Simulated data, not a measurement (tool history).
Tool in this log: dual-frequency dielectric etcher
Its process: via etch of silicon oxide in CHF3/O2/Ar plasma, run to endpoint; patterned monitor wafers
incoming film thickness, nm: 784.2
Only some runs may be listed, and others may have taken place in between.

run	hour	source power (kW)	bias power (kW)	endpoint time (s)
1	0.0	0.760	0.121	402.75
2	3.4	0.820	0.124	394.53
3	12.2	0.870	0.130	378.08
4	20.8	0.870	0.111	403.78
5	29.8	0.780	0.111	413.74
6	34.6	0.720	0.111	426.46

Run 7 comes next. What will it give?
7	41.3	0.790	0.118	?

{"run 7": {"endpoint time (s)": 404.59}}

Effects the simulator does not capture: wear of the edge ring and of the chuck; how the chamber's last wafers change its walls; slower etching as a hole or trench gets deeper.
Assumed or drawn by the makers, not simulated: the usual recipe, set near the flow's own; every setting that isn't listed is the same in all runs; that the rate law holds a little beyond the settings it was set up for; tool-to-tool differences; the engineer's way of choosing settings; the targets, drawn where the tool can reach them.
